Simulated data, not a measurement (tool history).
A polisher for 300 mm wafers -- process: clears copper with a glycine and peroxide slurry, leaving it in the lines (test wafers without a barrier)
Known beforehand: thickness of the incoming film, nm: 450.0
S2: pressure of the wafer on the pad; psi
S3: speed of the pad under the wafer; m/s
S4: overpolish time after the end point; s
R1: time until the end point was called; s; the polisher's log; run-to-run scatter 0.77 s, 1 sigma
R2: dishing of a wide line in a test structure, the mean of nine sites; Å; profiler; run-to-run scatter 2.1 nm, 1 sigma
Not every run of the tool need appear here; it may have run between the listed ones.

{"run": 1, "hour": 0.0, "flow of slurry (ml/min)": 175, "S2": 1.7, "S3": 1.26, "S4": 21, "R1": 106.08, "R2": 605.63}
{"run": 2, "hour": 8.7, "flow of slurry (ml/min)": 175, "S2": 1.7, "S3": 1.26, "S4": 29, "R1": 105.59, "R2": 805.09}
{"run": 3, "hour": 17.3, "flow of slurry (ml/min)": 175, "S2": 1.7, "S3": 0.98, "S4": 29, "R1": 127.58, "R2": 715.73}
{"run": 4, "hour": 20.9, "flow of slurry (ml/min)": 180, "S2": 1.8, "S3": 0.98, "S4": 29, "R1": 122.51, "R2": 716.05}
{"run": 5, "hour": 25.0, "flow of slurry (ml/min)": 180, "S2": 2.1, "S3": 0.98, "S4": 29, "R1": 109.02, "R2": 798.1}
{"run": 6, "hour": 31.7, "flow of slurry (ml/min)": 180, "S2": 2.2, "S3": 0.98, "S4": 29, "R1": 105.83, "R2": 823.47}
{"run": 7, "hour": 32.7, "flow of slurry (ml/min)": 180, "S2": 2.3, "S3": 1, "S4": 29, "R1": 98.121, "R2": 853.94}

The next listed run, before its measurement:
{"run": 8, "hour": 35.0, "flow of slurry (ml/min)": 180, "S2": 2.4, "S3": 1, "S4": 29, "R1": "?", "R2": "?"}

For run 8 the tool returned R1 93.861 s, R2 856.46 Å.
